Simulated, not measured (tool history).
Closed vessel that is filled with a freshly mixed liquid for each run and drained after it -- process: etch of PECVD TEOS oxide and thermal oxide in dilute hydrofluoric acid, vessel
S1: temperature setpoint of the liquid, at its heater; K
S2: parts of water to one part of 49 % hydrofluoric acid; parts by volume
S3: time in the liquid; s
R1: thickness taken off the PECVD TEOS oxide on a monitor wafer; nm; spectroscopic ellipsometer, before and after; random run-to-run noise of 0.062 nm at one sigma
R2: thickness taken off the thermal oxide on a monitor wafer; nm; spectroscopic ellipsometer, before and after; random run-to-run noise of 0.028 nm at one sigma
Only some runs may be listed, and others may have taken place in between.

run 1 hour=0 | S1=299.15 S2=50 S3=60 | R1=27.544 R2=6.5123
run 2 hour=0.6 | S1=296.65 S2=55 S3=60 | R1=22.51 R2=5.2463
run 3 hour=5.3 | S1=299.15 S2=55 S3=60 | R1=25.002 R2=5.7947
run 4 hour=7.1 | S1=299.15 S2=55 S3=40 | R1=16.727 R2=3.9228
run 5 hour=14 | S1=296.65 S2=55 S3=40 | R1=15.117 R2=3.5202
run 6 hour=19.5 | S1=295.15 S2=55 S3=40 | R1=14.171 R2=3.3166
run 7 hour=25.8 | S1=294.15 S2=55 S3=40 | R1=13.683 R2=3.1903
run 8 hour=29.6 | S1=293.65 S2=55 S3=40 | R1=13.354 R2=3.0981
run 9 hour=37.6 | S1=293.15 S2=55 S3=40 | R1=13.027 R2=3.1192
run 10 hour=38.4 | S1=292.65 S2=60 S3=40 | R1=11.622 R2=2.6994

Estimate the outcome of run 11 from the log above:
run 11 hour=40.5 | S1=293.15 S2=60 S3=40 | R1=? R2=?

R1: 11.918 nm
R2: 2.8 nm

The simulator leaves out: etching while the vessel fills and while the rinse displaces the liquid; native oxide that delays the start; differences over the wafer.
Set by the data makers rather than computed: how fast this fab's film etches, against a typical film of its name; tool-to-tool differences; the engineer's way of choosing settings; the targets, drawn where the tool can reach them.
